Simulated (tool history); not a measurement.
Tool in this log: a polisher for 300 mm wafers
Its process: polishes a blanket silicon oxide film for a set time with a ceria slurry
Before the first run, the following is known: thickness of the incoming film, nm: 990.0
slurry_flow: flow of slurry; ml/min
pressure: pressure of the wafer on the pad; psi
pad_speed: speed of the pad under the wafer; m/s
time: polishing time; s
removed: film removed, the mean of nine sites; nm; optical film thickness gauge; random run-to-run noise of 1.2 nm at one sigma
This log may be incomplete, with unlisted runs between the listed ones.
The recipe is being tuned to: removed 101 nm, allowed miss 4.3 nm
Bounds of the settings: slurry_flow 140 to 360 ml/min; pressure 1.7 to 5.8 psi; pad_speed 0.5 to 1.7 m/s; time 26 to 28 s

{"run": 1, "hour": 0.0, "slurry_flow": 230, "pressure": 3.7, "pad_speed": 1.1, "time": 28, "removed": 153}
{"run": 2, "hour": 2.4, "slurry_flow": 230, "pressure": 3.7, "pad_speed": 0.88, "time": 28, "removed": 120.94}
{"run": 3, "hour": 3.5, "slurry_flow": 230, "pressure": 2.9, "pad_speed": 0.88, "time": 28, "removed": 95.688}
{"run": 4, "hour": 7.1, "slurry_flow": 200, "pressure": 2.9, "pad_speed": 0.88, "time": 28, "removed": 95.347}
{"run": 5, "hour": 13.6, "slurry_flow": 200, "pressure": 2, "pad_speed": 0.88, "time": 28, "removed": 65.434}
{"run": 6, "hour": 21.3, "slurry_flow": 200, "pressure": 2.3, "pad_speed": 0.88, "time": 28, "removed": 75.033}
{"run": 7, "hour": 23.3, "slurry_flow": 200, "pressure": 2.5, "pad_speed": 0.88, "time": 28, "removed": 80.014}
{"hour": 24.3, "done": "slurry nozzle cleaned"}
{"run": 8, "hour": 24.3, "slurry_flow": 200, "pressure": 2.5, "pad_speed": 0.88, "time": 28, "removed": 84.448}
{"run": 9, "hour": 29.0, "slurry_flow": 195, "pressure": 2.6, "pad_speed": 0.88, "time": 28, "removed": 90.103}
{"run": 10, "hour": 37.7, "slurry_flow": 185, "pressure": 2.6, "pad_speed": 0.88, "time": 28, "removed": 87.845}
{"run": 11, "hour": 39.8, "slurry_flow": 185, "pressure": 2.6, "pad_speed": 0.88, "time": 28, "removed": 86.657}
{"run": 12, "hour": 44.3, "slurry_flow": 185, "pressure": 2.7, "pad_speed": 0.88, "time": 28, "removed": 88.568}
{"run": 13, "hour": 46.9, "slurry_flow": 185, "pressure": 2.8, "pad_speed": 0.88, "time": 28, "removed": 93.268}
{"run": 14, "hour": 47.9, "slurry_flow": 185, "pressure": 2.9, "pad_speed": 0.88, "time": 28, "removed": 98.799}
{"run": 15, "hour": 54.0, "slurry_flow": 180, "pressure": 2.9, "pad_speed": 0.88, "time": 28, "removed": 93.809}

4 candidate next runs follow, results not yet known. Just one meets every target within its allowed miss. Identify it.
{"run": "A", "hour": 60.1, "slurry_flow": 180, "pressure": 3.4, "pad_speed": 0.72, "time": 26, "removed": "?"}
{"run": "B", "hour": 60.1, "slurry_flow": 235, "pressure": 2.9, "pad_speed": 0.8, "time": 28, "removed": "?"}
{"run": "C", "hour": 60.1, "slurry_flow": 150, "pressure": 2.5, "pad_speed": 0.98, "time": 26, "removed": "?"}
{"run": "D", "hour": 60.1, "slurry_flow": 140, "pressure": 3, "pad_speed": 0.98, "time": 27, "removed": "?"}

move=A removed=84.858
move=B removed=90.037
move=C removed=82.122
move=D removed=100.13
A: misses by more than the last run did
B: misses by more than the last run did
C: misses by more than the last run did
D: all results in spec
Move D is the one to make.
